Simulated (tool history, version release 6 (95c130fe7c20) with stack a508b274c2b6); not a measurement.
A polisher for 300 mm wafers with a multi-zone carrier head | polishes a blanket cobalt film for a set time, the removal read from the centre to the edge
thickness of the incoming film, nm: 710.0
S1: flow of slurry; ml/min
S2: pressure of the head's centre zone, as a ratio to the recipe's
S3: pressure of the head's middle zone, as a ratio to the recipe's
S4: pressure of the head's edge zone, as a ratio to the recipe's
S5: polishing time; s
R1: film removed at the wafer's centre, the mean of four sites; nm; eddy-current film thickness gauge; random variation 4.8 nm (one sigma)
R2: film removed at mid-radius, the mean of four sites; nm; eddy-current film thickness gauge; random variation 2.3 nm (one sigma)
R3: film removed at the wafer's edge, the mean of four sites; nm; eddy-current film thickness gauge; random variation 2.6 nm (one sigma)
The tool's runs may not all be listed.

| run | hour | S1 | S2 | S3 | S4 | S5 | R1 | R2 | R3 |
|---|---|---|---|---|---|---|---|---|---|
| 1 | 0.0 | 205 | 1.00 | 1.00 | 1.00 | 48 | 263.14 | 263.40 | 239.35 |
| 2 | 3.9 | 215 | 1.01 | 1.03 | 1.04 | 50 | 277.44 | 284.88 | 255.84 |
| 3 | 8.7 | 225 | 1.02 | 1.05 | 1.07 | 52 | 298.07 | 300.79 | 265.78 |
| 4 | 10.4 | 225 | 1.02 | 1.05 | 1.07 | 57 | 324.55 | 331.98 | 292.82 |
| 5 | 14.5 | 225 | 1.02 | 1.05 | 1.07 | 68 | 388.07 | 394.71 | 350.67 |
| 6 | 15.6 | 215 | 1.01 | 1.05 | 1.05 | 68 | 370.49 | 392.30 | 353.96 |
| 7 | 19.6 | 215 | 1.01 | 1.05 | 1.03 | 67 | 374.92 | 384.18 | 339.92 |
| 8 | 20.3 | 210 | 1.00 | 1.05 | 1.02 | 67 | 363.69 | 380.00 | 333.17 |
|  | 22.8 | edge zone pressure recalibrated |
| 9 | 22.8 | 205 | 0.99 | 1.05 | 1.02 | 67 | 370.13 | 379.22 | 359.09 |

Forecast run 10:
| 10 | 26.2 | 220 | 0.98 | 1.06 | 1.01 | 66 | ? | ? | ? |

Run 10 gave R1 367.40 nm, R2 380.35 nm, R3 349.61 nm.
